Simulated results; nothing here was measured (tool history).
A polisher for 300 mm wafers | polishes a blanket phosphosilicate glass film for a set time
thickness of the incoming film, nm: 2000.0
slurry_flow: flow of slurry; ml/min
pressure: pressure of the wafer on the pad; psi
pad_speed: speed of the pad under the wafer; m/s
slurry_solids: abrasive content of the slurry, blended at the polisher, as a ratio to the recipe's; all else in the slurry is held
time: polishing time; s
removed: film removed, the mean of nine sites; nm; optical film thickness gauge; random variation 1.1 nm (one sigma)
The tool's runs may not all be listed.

run 1 hour=0.0 | slurry_flow=150 pressure=2.3 pad_speed=0.90 slurry_solids=1.0 time=55 | removed=226.94
run 2 hour=5.8 | slurry_flow=150 pressure=2.3 pad_speed=0.74 slurry_solids=1.0 time=55 | removed=205.32
run 3 hour=9.9 | slurry_flow=120 pressure=2.3 pad_speed=0.74 slurry_solids=1.0 time=55 | removed=197.80
run 4 hour=18.2 | slurry_flow=120 pressure=2.1 pad_speed=0.74 slurry_solids=1.0 time=55 | removed=181.31
run 5 hour=25.1 | slurry_flow=120 pressure=2.1 pad_speed=0.74 slurry_solids=1.1 time=55 | removed=192.00
run 6 hour=30.2 | slurry_flow=120 pressure=1.9 pad_speed=0.74 slurry_solids=1.1 time=55 | removed=175.24
run 7 hour=38.7 | slurry_flow=120 pressure=1.8 pad_speed=0.74 slurry_solids=1.1 time=55 | removed=167.05
run 8 hour=44.3 | slurry_flow=120 pressure=1.7 pad_speed=0.74 slurry_solids=1.1 time=55 | removed=160.20
run 9 hour=50.0 | slurry_flow=120 pressure=1.6 pad_speed=0.74 slurry_solids=1.1 time=55 | removed=153.51
run 10 hour=57.5 | slurry_flow=110 pressure=1.4 pad_speed=0.74 slurry_solids=1.1 time=55 | removed=132.61
run 11 hour=61.8 | slurry_flow=120 pressure=1.4 pad_speed=0.74 slurry_solids=1.1 time=55 | removed=135.94

The next listed run, before its measurement:
run 12 hour=63.7 | slurry_flow=125 pressure=1.4 pad_speed=0.74 slurry_solids=1.1 time=55 | removed=?

Run 12 gave removed 137.12 nm.

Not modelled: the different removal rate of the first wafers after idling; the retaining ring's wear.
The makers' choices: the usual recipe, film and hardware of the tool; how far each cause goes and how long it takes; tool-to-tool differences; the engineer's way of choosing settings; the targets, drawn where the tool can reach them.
